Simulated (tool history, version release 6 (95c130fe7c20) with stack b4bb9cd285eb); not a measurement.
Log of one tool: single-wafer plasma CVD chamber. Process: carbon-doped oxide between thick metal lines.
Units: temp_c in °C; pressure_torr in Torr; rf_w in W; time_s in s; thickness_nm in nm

run,day,temp_c,pressure_torr,rf_w,time_s,thickness_nm
1,0.000,355,6.38,600,208,1194.6
2,0.167,363,6.38,600,208,1167.9
3,0.388,358,6.38,600,208,1172.3
4,0.454,363,6.38,600,208,1169.9
5,0.700,363,6.30,590,208,1165.0
6,0.779,363,6.30,590,215,1208.7
7,0.900,363,6.28,575,215,1177.5
8,0.929,363,6.23,565,215,1177.5
9,1.238,363,6.21,555,215,1173.5

Forecast run 10:
10,1.383,363,6.19,545,215,?

{"run 10": {"thickness_nm": 1159.2}}

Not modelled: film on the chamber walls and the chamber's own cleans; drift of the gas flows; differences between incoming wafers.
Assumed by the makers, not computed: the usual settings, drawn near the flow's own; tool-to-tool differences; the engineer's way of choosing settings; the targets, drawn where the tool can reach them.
